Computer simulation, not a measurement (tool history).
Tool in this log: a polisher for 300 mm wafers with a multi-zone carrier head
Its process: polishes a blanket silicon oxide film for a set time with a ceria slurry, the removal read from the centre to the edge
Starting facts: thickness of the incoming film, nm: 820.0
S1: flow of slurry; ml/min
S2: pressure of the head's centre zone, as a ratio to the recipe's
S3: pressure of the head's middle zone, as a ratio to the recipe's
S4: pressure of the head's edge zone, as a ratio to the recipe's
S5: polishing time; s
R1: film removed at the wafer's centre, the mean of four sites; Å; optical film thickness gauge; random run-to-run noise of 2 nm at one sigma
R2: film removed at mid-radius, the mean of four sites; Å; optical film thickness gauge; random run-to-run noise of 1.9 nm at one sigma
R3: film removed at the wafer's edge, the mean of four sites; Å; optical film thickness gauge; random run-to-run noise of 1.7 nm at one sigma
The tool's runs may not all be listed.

run	hour	S1	S2	S3	S4	S5	R1	R2	R3
1	0	290	1	1	1	41	2699.2	2558.5	2632.3
2	8.7	290	0.99	0.98	0.98	40	2527.9	2453.5	2486.7
3	16.4	285	0.99	0.96	0.97	39	2475	2347.6	2430.1
4	24.9	285	0.99	0.94	0.95	38	2411.4	2255.1	2369.2
5	29.8	285	0.99	0.94	0.95	48	3089.1	2916.3	2989
6	38.3	285	0.99	0.94	0.95	56	3582.8	3399.9	3454.4
7	44	280	0.99	0.93	0.94	52	3335.7	3083.2	3231.5
8	44.9	285	0.99	0.93	0.93	49	3125.9	2921.5	3037.3

What will run 9 give?
9	51.3	280	0.99	0.93	0.93	46	?	?	?

R1: 2874.1 Å
R2: 2743.1 Å
R3: 2828.3 Å

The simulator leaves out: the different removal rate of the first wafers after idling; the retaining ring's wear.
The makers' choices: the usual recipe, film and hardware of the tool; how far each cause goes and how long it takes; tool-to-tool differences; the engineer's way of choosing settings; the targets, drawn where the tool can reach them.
